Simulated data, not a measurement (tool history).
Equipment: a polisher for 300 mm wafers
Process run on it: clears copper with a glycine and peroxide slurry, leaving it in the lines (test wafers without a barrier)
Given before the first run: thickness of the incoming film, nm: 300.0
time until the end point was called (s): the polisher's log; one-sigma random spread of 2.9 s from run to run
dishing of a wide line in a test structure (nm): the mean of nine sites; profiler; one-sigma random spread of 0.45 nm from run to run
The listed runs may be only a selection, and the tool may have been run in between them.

run  hour  flow of slurry (ml/min)  pressure of the wafer on the pad (psi)  speed of the pad under the wafer (m/s)  overpolish time after the end point (s)  time until the end point was called (s)  dishing of a wide line in a test structure (nm)
  1     0                      240                                     1.9                                     0.8                                       16                                   91.555                                             34.5
  2   4.6                      240                                     1.8                                    0.76                                       15                                    98.28                                           28.765
  3   8.7                      240                                     1.6                                    0.76                                       15                                   103.57                                           28.745
  4  13.8                      285                                     1.6                                    0.76                                       15                                    103.2                                           27.922
  5  14.8                      285                                     1.5                                    0.72                                       15                                    110.8                                           27.155
  6  19.9                      285                                     1.4                                     0.7                                       15                                   116.28                                           25.916
  7  20.8                      285                                     1.3                                    0.68                                       15                                   125.82                                           24.627
  8  27.2                      285                                     1.2                                    0.66                                       15                                   134.85                                            22.73

Run 9, settings as shown, results not yet in. Your forecast:
  9  27.9                      285                                       1                                    0.64                                       15                                        ?                                                ?

{"run 9": {"time until the end point was called (s)": 149.41, "dishing of a wide line in a test structure (nm)": 21.508}}
